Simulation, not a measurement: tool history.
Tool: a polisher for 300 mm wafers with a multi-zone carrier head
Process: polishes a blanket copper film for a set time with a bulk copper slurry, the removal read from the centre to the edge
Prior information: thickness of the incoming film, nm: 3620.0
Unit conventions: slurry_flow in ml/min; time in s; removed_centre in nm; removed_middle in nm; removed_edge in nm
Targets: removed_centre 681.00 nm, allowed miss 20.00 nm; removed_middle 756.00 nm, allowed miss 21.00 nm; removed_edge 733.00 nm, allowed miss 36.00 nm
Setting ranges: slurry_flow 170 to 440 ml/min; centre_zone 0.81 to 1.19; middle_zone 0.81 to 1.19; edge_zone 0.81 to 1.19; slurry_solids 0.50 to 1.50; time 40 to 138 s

run 1 hour=0.0 | slurry_flow=280 centre_zone=1.00 middle_zone=1.00 edge_zone=1.00 slurry_solids=1.00 time=88 | removed_centre=1196.40 removed_middle=1189.90 removed_edge=1176.70
run 2 hour=4.8 | slurry_flow=275 centre_zone=0.98 middle_zone=0.99 edge_zone=0.98 slurry_solids=0.95 time=85 | removed_centre=1148.80 removed_middle=1132.00 removed_edge=1133.00
run 3 hour=5.8 | slurry_flow=275 centre_zone=0.91 middle_zone=0.99 edge_zone=0.98 slurry_solids=0.95 time=85 | removed_centre=1035.70 removed_middle=1115.10 removed_edge=1122.30
run 4 hour=14.4 | slurry_flow=230 centre_zone=0.91 middle_zone=0.99 edge_zone=0.98 slurry_solids=0.95 time=85 | removed_centre=1021.00 removed_middle=1081.10 removed_edge=1099.20
run 5 hour=15.2 | slurry_flow=230 centre_zone=0.91 middle_zone=0.99 edge_zone=0.98 slurry_solids=0.85 time=85 | removed_centre=978.34 removed_middle=1085.10 removed_edge=1076.30
run 6 hour=20.1 | slurry_flow=230 centre_zone=0.83 middle_zone=0.99 edge_zone=0.98 slurry_solids=0.85 time=85 | removed_centre=899.72 removed_middle=1060.20 removed_edge=1073.20
run 7 hour=25.1 | slurry_flow=230 centre_zone=0.83 middle_zone=0.98 edge_zone=0.96 slurry_solids=0.80 time=83 | removed_centre=864.00 removed_middle=1019.80 removed_edge=1033.30
run 8 hour=34.0 | slurry_flow=230 centre_zone=0.84 middle_zone=0.98 edge_zone=0.95 slurry_solids=0.75 time=81 | removed_centre=856.57 removed_middle=982.69 removed_edge=985.19
run 9 hour=41.6 | slurry_flow=205 centre_zone=0.81 middle_zone=0.95 edge_zone=0.85 slurry_solids=0.50 time=63 | removed_centre=561.79 removed_middle=675.22 removed_edge=655.76

Which one of the following 4 next-run settings gets every result inside its allowed miss? There is exactly one.
run A hour=49.2 | slurry_flow=225 centre_zone=0.97 middle_zone=1.03 edge_zone=0.81 slurry_solids=0.55 time=64 | removed_centre=? removed_middle=? removed_edge=?
run B hour=49.2 | slurry_flow=215 centre_zone=1.00 middle_zone=0.81 edge_zone=0.85 slurry_solids=0.55 time=65 | removed_centre=? removed_middle=? removed_edge=?
run C hour=49.2 | slurry_flow=170 centre_zone=0.87 middle_zone=1.05 edge_zone=0.82 slurry_solids=0.50 time=68 | removed_centre=? removed_middle=? removed_edge=?
run D hour=49.2 | slurry_flow=175 centre_zone=0.86 middle_zone=0.96 edge_zone=0.83 slurry_solids=0.55 time=71 | removed_centre=? removed_middle=? removed_edge=?

move=A removed_centre=716.02 removed_middle=741.98 removed_edge=676.80
move=B removed_centre=743.01 removed_middle=617.99 removed_edge=700.52
move=C removed_centre=632.20 removed_middle=747.51 removed_edge=683.28
move=D removed_centre=669.67 removed_middle=744.85 removed_edge=735.69
A: the result that was furthest off in the last run now lies on the other side of its target
B: the result that was furthest off in the last run now lies on the other side of its target
C: an improvement on the last run, though not all results are within tolerance
D: every result within its allowed miss
D is the move that brings every result within its allowed miss.
